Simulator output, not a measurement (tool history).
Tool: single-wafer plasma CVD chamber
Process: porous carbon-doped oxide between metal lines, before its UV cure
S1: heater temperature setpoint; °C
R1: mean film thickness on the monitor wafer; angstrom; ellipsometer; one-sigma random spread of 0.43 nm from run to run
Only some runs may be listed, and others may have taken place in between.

run 1 hour=0.0 | S1=315 RF_power_(W)=400 deposition_time_(s)=30.7 | R1=1205.90
run 2 hour=1.3 | S1=315 RF_power_(W)=400 deposition_time_(s)=30.7 | R1=1194.20
run 3 hour=9.1 | S1=318 RF_power_(W)=400 deposition_time_(s)=30.7 | R1=1181.20
run 4 hour=15.9 | S1=318 RF_power_(W)=400 deposition_time_(s)=29.3 | R1=1126.30
run 5 hour=16.6 | S1=318 RF_power_(W)=350 deposition_time_(s)=29.3 | R1=1055.80
run 6 hour=23.1 | S1=328 RF_power_(W)=350 deposition_time_(s)=29.3 | R1=997.04
run 7 hour=24.7 | S1=324 RF_power_(W)=350 deposition_time_(s)=29.3 | R1=1025.20
run 8 hour=25.4 | S1=321 RF_power_(W)=350 deposition_time_(s)=29.3 | R1=1038.10

What does the tool deliver on the next run?
run 9 hour=32.2 | S1=319 RF_power_(W)=350 deposition_time_(s)=29.3 | R1=?

R1: 1041.20 angstrom
